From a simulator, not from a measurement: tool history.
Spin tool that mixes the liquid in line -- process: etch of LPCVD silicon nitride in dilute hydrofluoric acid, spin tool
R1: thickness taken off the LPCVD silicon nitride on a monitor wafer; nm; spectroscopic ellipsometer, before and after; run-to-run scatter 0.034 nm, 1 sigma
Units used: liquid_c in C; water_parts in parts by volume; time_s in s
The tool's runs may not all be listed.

Run 1, hour 0: liquid_c 25 C, water_parts 50 parts by volume, time_s 310 s. Result: R1 2.9136 nm.
Run 2, hour 4.1: liquid_c 25 C, water_parts 35 parts by volume, time_s 310 s. Result: R1 4.0976 nm.
Run 3, hour 8: liquid_c 27.5 C, water_parts 35 parts by volume, time_s 310 s. Result: R1 4.7941 nm.
Run 4, hour 15.6: liquid_c 25.5 C, water_parts 35 parts by volume, time_s 310 s. Result: R1 4.0924 nm.
Run 5, hour 18.5: liquid_c 24 C, water_parts 35 parts by volume, time_s 310 s. Result: R1 3.8319 nm.
Run 6, hour 24.6: liquid_c 24 C, water_parts 50 parts by volume, time_s 310 s. Result: R1 2.771 nm.

Predict the results of run 7:
Run 7, hour 31.6: liquid_c 23.5 C, water_parts 50 parts by volume, time_s 310 s. Result: R1 ?.

{"run 7": {"R1": 2.6376}}
